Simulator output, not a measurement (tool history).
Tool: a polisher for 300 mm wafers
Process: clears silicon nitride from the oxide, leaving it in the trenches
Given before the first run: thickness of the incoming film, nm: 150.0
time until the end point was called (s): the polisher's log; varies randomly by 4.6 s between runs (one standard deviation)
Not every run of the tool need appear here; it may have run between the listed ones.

run,hour,flow of slurry (ml/min),pressure of the wafer on the pad (psi),speed of the pad under the wafer (m/s),overpolish time after the end point (s),time until the end point was called (s)
1,0.0,245,3.4,1.00,7,140.98
2,2.0,190,3.4,1.00,7,142.78
3,6.0,145,3.4,1.00,7,152.53
4,7.5,205,3.4,1.00,7,144.30
5,9.7,245,3.4,1.00,7,141.27
6,12.8,245,3.4,1.00,6,144.35
7,13.9,240,2.4,0.80,6,240.50

What does the tool deliver on the next run?
8,21.6,240,2.2,0.80,6,?

{"run 8": {"time until the end point was called (s)": 241.47}}
